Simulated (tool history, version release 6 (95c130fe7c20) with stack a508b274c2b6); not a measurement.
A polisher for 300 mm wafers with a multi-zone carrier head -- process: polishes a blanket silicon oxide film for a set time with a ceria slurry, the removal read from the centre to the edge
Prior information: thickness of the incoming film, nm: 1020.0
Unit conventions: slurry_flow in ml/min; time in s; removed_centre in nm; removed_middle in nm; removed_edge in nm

| run | day | slurry_flow | centre_zone | middle_zone | edge_zone | time | removed_centre | removed_middle | removed_edge |
|---|---|---|---|---|---|---|---|---|---|
| 1 | 0 | 190 | 1 | 1 | 1 | 54 | 360.07 | 368.71 | 382.63 |
| 2 | 0.192 | 190 | 1 | 1 | 1 | 46 | 312.11 | 314.06 | 321.23 |
| 3 | 0.35 | 235 | 1 | 1 | 1 | 46 | 329.11 | 324.59 | 336.31 |
| 4 | 0.621 | 195 | 1 | 1 | 1 | 46 | 311.18 | 309.33 | 324.49 |
|  | 0.862 | edge zone pressure recalibrated |
| 5 | 0.862 | 205 | 0.99 | 1.03 | 1.01 | 46 | 313.59 | 321.79 | 320.99 |
| 6 | 1.117 | 210 | 0.97 | 1.04 | 1.02 | 47 | 314.45 | 340.6 | 330.65 |
| 7 | 1.438 | 215 | 0.96 | 1.04 | 1.03 | 48 | 322.29 | 353.96 | 334.53 |
| 8 | 1.608 | 215 | 0.94 | 1.03 | 1.04 | 49 | 320.56 | 347.79 | 348.32 |
| 9 | 1.838 | 215 | 0.93 | 1.04 | 1.05 | 50 | 323.28 | 367.29 | 343.79 |

Expected results for the next run?
| 10 | 1.933 | 220 | 0.85 | 1.01 | 1.12 | 55 | ? | ? | ? |

{"run 10": {"removed_centre": 329.47, "removed_middle": 392.31, "removed_edge": 402.1}}

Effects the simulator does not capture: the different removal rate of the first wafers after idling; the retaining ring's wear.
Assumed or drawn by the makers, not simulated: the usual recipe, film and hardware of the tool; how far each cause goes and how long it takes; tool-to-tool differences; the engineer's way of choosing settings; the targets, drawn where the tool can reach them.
